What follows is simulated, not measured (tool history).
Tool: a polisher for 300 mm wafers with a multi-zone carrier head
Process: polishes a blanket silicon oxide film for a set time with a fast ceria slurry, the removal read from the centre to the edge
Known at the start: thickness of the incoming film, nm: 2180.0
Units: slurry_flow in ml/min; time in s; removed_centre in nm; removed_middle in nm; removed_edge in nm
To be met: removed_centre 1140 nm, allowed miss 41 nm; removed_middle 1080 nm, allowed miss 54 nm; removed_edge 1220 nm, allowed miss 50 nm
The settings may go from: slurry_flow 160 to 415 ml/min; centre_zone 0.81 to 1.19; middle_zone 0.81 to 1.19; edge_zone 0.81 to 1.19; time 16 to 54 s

run	hour	slurry_flow	centre_zone	middle_zone	edge_zone	time	removed_centre	removed_middle	removed_edge
1	0	265	1	1	1	35	884.81	868.01	899.5
2	5.7	265	1.04	1	1	35	908.74	882	896.94
3	8	265	1.04	1	1	38	1000.2	938.79	983.15
4	9.6	265	1.08	1	1	38	1018.7	939.71	1009.5
5	17.2	265	1.12	1	1	38	1043.9	926.63	989.26
6	18	265	1.11	1	1.02	39	1086.8	981.39	1005.6
# hour 22.7: slurry nozzle cleaned
7	22.7	225	1.01	0.9	0.98	49	1264.4	1160.7	1283.2
8	24.6	220	1	0.89	0.98	49	1247.9	1136.1	1273.7
9	26.3	215	0.99	0.89	0.98	49	1217.3	1125.1	1262.9

Which of these 5 next moves meets every target?
A	28	195	0.89	1.06	0.93	48	?	?	?
B	28	200	0.98	0.91	1.03	47	?	?	?
C	28	175	0.88	0.85	1.02	51	?	?	?
D	28	220	1.07	0.81	0.94	49	?	?	?
E	28	245	1.08	0.85	0.92	47	?	?	?

move	removed_centre	removed_middle	removed_edge
A	1057.6	1277.8	1194.4
B	1143	1110.2	1232.4
C	1097.3	1129.5	1320
D	1313.2	1066.6	1239
E	1284.8	1071.1	1184
A: takes the result that was furthest off past its target
B: meets every target
C: takes the result that was furthest off past its target
D: further off than the last run
E: further off than the last run
Answer: B
